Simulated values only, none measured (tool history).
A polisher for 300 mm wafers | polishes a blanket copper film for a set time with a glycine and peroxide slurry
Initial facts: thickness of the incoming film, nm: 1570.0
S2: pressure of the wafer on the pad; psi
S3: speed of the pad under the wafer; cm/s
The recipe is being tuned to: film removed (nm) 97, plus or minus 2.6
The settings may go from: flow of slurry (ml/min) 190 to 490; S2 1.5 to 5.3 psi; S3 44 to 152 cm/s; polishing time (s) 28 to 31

run 1 hour=0 | flow_of_slurry_(ml/min)=315 S2=3.4 S3=98 polishing_time_(s)=31 | film_removed_(nm)=167.56
run 2 hour=0.8 | flow_of_slurry_(ml/min)=315 S2=2.9 S3=96 polishing_time_(s)=31 | film_removed_(nm)=145.93
run 3 hour=5.7 | flow_of_slurry_(ml/min)=315 S2=2.5 S3=94 polishing_time_(s)=31 | film_removed_(nm)=132.34
run 4 hour=14.7 | flow_of_slurry_(ml/min)=315 S2=2.1 S3=94 polishing_time_(s)=31 | film_removed_(nm)=117.89
run 5 hour=20.9 | flow_of_slurry_(ml/min)=315 S2=1.9 S3=92 polishing_time_(s)=31 | film_removed_(nm)=111.69
run 6 hour=25.3 | flow_of_slurry_(ml/min)=340 S2=1.9 S3=92 polishing_time_(s)=31 | film_removed_(nm)=111.63
run 7 hour=27.3 | flow_of_slurry_(ml/min)=340 S2=1.8 S3=90 polishing_time_(s)=31 | film_removed_(nm)=104.89
run 8 hour=29.3 | flow_of_slurry_(ml/min)=340 S2=1.7 S3=90 polishing_time_(s)=31 | film_removed_(nm)=102.56
run 9 hour=32.8 | flow_of_slurry_(ml/min)=340 S2=1.6 S3=90 polishing_time_(s)=31 | film_removed_(nm)=100.77

Exercise: of the 5 proposed moves below, exactly one satisfies all targets within the stated allowed misses. Which move is it?
run A hour=36.3 | flow_of_slurry_(ml/min)=305 S2=1.7 S3=92 polishing_time_(s)=29 | film_removed_(nm)=?
run B hour=36.3 | flow_of_slurry_(ml/min)=320 S2=2.1 S3=92 polishing_time_(s)=28 | film_removed_(nm)=?
run C hour=36.3 | flow_of_slurry_(ml/min)=330 S2=1.6 S3=92 polishing_time_(s)=31 | film_removed_(nm)=?
run D hour=36.3 | flow_of_slurry_(ml/min)=310 S2=1.6 S3=98 polishing_time_(s)=31 | film_removed_(nm)=?
run E hour=36.3 | flow_of_slurry_(ml/min)=210 S2=2.1 S3=82 polishing_time_(s)=31 | film_removed_(nm)=?

move=A film_removed_(nm)=96.592
move=B film_removed_(nm)=105.08
move=C film_removed_(nm)=100.69
move=D film_removed_(nm)=104.38
move=E film_removed_(nm)=104.01
A: each result inside its tolerance
B: misses by more than the last run did
C: roughly where the last run was
D: misses by more than the last run did
E: misses by more than the last run did
Correct choice: A, which meets every target

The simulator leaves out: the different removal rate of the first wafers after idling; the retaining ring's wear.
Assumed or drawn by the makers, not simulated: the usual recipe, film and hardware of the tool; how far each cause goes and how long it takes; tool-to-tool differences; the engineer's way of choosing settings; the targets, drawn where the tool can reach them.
